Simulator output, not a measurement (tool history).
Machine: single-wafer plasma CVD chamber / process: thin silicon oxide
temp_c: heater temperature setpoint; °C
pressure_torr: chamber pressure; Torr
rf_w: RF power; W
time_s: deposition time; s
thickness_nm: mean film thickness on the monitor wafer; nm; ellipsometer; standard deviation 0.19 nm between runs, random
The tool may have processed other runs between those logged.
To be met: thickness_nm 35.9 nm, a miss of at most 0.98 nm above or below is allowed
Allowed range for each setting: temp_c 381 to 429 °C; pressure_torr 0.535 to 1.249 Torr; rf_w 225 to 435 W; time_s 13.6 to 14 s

{"run": 1, "hour": 0.0, "temp_c": 405, "pressure_torr": 0.892, "rf_w": 330, "time_s": 13.6, "thickness_nm": 27.05}
{"run": 2, "hour": 4.5, "temp_c": 405, "pressure_torr": 0.892, "rf_w": 330, "time_s": 13.6, "thickness_nm": 27.1}
{"run": 3, "hour": 7.7, "temp_c": 405, "pressure_torr": 0.925, "rf_w": 330, "time_s": 13.6, "thickness_nm": 28.231}
{"run": 4, "hour": 10.9, "temp_c": 405, "pressure_torr": 0.84, "rf_w": 330, "time_s": 13.6, "thickness_nm": 26.055}
{"run": 5, "hour": 15.6, "temp_c": 405, "pressure_torr": 0.881, "rf_w": 330, "time_s": 13.6, "thickness_nm": 27.065}
{"run": 6, "hour": 22.5, "temp_c": 405, "pressure_torr": 0.916, "rf_w": 330, "time_s": 13.6, "thickness_nm": 27.609}
{"run": 7, "hour": 25.4, "temp_c": 405, "pressure_torr": 0.952, "rf_w": 330, "time_s": 13.6, "thickness_nm": 28.349}
{"run": 8, "hour": 32.5, "temp_c": 405, "pressure_torr": 0.985, "rf_w": 335, "time_s": 13.6, "thickness_nm": 29.534}
{"run": 9, "hour": 40.0, "temp_c": 405, "pressure_torr": 1.011, "rf_w": 335, "time_s": 13.6, "thickness_nm": 30.3}
{"run": 10, "hour": 48.9, "temp_c": 405, "pressure_torr": 1.033, "rf_w": 335, "time_s": 13.6, "thickness_nm": 30.575}
{"run": 11, "hour": 53.2, "temp_c": 405, "pressure_torr": 1.055, "rf_w": 335, "time_s": 13.6, "thickness_nm": 30.646}
{"run": 12, "hour": 59.8, "temp_c": 405, "pressure_torr": 1.233, "rf_w": 345, "time_s": 13.6, "thickness_nm": 34.778}
{"run": 13, "hour": 66.8, "temp_c": 405, "pressure_torr": 1.235, "rf_w": 345, "time_s": 13.6, "thickness_nm": 34.414}
{"run": 14, "hour": 68.0, "temp_c": 405, "pressure_torr": 1.237, "rf_w": 345, "time_s": 13.6, "thickness_nm": 34.504}
{"run": 15, "hour": 70.0, "temp_c": 405, "pressure_torr": 1.238, "rf_w": 345, "time_s": 13.6, "thickness_nm": 34.291}
{"run": 16, "hour": 70.7, "temp_c": 405, "pressure_torr": 1.238, "rf_w": 345, "time_s": 13.6, "thickness_nm": 34.339}
{"run": 17, "hour": 74.1, "temp_c": 405, "pressure_torr": 1.239, "rf_w": 345, "time_s": 13.6, "thickness_nm": 34.692}
{"run": 18, "hour": 81.3, "temp_c": 405, "pressure_torr": 1.24, "rf_w": 345, "time_s": 13.6, "thickness_nm": 34.539}

Which of these 4 next moves meets every target?
{"run": "A", "hour": 88.5, "temp_c": 404, "pressure_torr": 1.15, "rf_w": 335, "time_s": 13.8, "thickness_nm": "?"}
{"run": "B", "hour": 88.5, "temp_c": 406, "pressure_torr": 1.226, "rf_w": 380, "time_s": 13.7, "thickness_nm": "?"}
{"run": "C", "hour": 88.5, "temp_c": 411, "pressure_torr": 1.157, "rf_w": 350, "time_s": 13.6, "thickness_nm": "?"}
{"run": "D", "hour": 88.5, "temp_c": 406, "pressure_torr": 1.198, "rf_w": 330, "time_s": 13.7, "thickness_nm": "?"}

move=A thickness_nm=33.377
move=B thickness_nm=36.715
move=C thickness_nm=33.655
move=D thickness_nm=33.631
A: its largest miss is bigger than the last run's
B: meets every target
C: its largest miss is bigger than the last run's
D: its largest miss is bigger than the last run's
Go with B: it meets all targets.
